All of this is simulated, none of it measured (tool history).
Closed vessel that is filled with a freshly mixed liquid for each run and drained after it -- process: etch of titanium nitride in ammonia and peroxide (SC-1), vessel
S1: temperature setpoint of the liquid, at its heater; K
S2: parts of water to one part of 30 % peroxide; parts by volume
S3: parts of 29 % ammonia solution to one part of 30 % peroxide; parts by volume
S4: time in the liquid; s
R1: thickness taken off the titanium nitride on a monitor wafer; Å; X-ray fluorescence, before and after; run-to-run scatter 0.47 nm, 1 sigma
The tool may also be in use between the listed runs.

run	hour	S1	S2	S3	S4	R1
1	0.0	322.15	12.5	0.95	1135	744.20
2	4.4	322.15	12.5	0.95	1220	803.12
3	6.8	320.15	12.5	0.95	1220	701.44
4	10.0	318.65	12.5	0.95	1220	634.90
5	14.4	317.65	12.5	0.95	1220	587.46
6	15.2	317.65	12.5	0.65	1220	548.81
7	19.9	317.15	12.5	0.65	1220	524.22

Estimate the outcome of run 8 from the log above:
8	25.4	317.15	12.5	0.65	1220	?

Run 8 yielded R1 527.22 Å.

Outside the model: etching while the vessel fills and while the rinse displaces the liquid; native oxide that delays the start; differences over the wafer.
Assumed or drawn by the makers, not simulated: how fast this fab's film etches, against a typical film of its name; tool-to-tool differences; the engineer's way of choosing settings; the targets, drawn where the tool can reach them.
